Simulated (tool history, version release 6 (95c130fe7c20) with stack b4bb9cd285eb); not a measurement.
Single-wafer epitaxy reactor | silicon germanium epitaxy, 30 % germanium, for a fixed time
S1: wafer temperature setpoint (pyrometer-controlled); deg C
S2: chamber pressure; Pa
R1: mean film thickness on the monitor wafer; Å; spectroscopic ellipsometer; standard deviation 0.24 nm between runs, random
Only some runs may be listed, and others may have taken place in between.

| run | hour | S1 | S2 | R1 |
|---|---|---|---|---|
| 1 | 0 | 580 | 3240 | 431.52 |
| 2 | 1.6 | 580 | 3013 | 423.58 |
| 3 | 5.8 | 571 | 3013 | 347.67 |
| 4 | 10.6 | 577 | 3040 | 395.9 |
| 5 | 18.9 | 581 | 3066 | 431.51 |
| 6 | 20.5 | 584 | 3080 | 463.67 |
| 7 | 23.2 | 584 | 3080 | 461.9 |
| 8 | 26.5 | 586 | 3093 | 484.84 |
| 9 | 28.5 | 588 | 3106 | 504.41 |

Estimate the outcome of run 10 from the log above:
| 10 | 31 | 589 | 3106 | ? |

Run 10 came out at R1 511.41 Å.
